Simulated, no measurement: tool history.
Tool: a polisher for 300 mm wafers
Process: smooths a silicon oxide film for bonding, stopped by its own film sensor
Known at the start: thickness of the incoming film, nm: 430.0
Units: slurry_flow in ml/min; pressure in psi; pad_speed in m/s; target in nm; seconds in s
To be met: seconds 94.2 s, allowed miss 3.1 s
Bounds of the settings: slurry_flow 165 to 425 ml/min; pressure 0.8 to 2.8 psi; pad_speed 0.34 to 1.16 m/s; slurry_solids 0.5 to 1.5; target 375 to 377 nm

{"run": 1, "hour": 0.0, "slurry_flow": 275, "pressure": 1.8, "pad_speed": 0.74, "slurry_solids": 1, "target": 377, "seconds": 126.56}
{"run": 2, "hour": 5.8, "slurry_flow": 275, "pressure": 1.9, "pad_speed": 0.74, "slurry_solids": 1, "target": 377, "seconds": 123.9}
{"run": 3, "hour": 7.7, "slurry_flow": 275, "pressure": 2, "pad_speed": 0.74, "slurry_solids": 1, "target": 377, "seconds": 116.34}
{"run": 4, "hour": 8.8, "slurry_flow": 275, "pressure": 1.7, "pad_speed": 0.74, "slurry_solids": 1, "target": 377, "seconds": 135.32}
{"run": 5, "hour": 16.7, "slurry_flow": 275, "pressure": 1.7, "pad_speed": 0.74, "slurry_solids": 1.15, "target": 377, "seconds": 127.94}
{"run": 6, "hour": 20.2, "slurry_flow": 275, "pressure": 1.7, "pad_speed": 0.86, "slurry_solids": 1.15, "target": 377, "seconds": 114.22}
{"run": 7, "hour": 27.9, "slurry_flow": 275, "pressure": 1.8, "pad_speed": 0.86, "slurry_solids": 1.15, "target": 377, "seconds": 110.56}
{"run": 8, "hour": 35.1, "slurry_flow": 275, "pressure": 1.9, "pad_speed": 0.86, "slurry_solids": 1.15, "target": 377, "seconds": 101.91}
{"run": 9, "hour": 42.5, "slurry_flow": 275, "pressure": 2, "pad_speed": 0.86, "slurry_solids": 1.15, "target": 377, "seconds": 98.058}

4 next moves are on the table. One of them brings every result within its allowed miss. Which?
{"run": "A", "hour": 49.9, "slurry_flow": 305, "pressure": 1.7, "pad_speed": 0.96, "slurry_solids": 1.25, "target": 375, "seconds": "?"}
{"run": "B", "hour": 49.9, "slurry_flow": 275, "pressure": 1.9, "pad_speed": 0.96, "slurry_solids": 1, "target": 377, "seconds": "?"}
{"run": "C", "hour": 49.9, "slurry_flow": 225, "pressure": 2, "pad_speed": 0.9, "slurry_solids": 0.95, "target": 377, "seconds": "?"}
{"run": "D", "hour": 49.9, "slurry_flow": 220, "pressure": 2.3, "pad_speed": 0.76, "slurry_solids": 1.2, "target": 376, "seconds": "?"}

move=A seconds=105.62
move=B seconds=102.08
move=C seconds=106.54
move=D seconds=96.054
A: further off than the last run
B: further off than the last run
C: further off than the last run
D: meets every target
The right move is D.
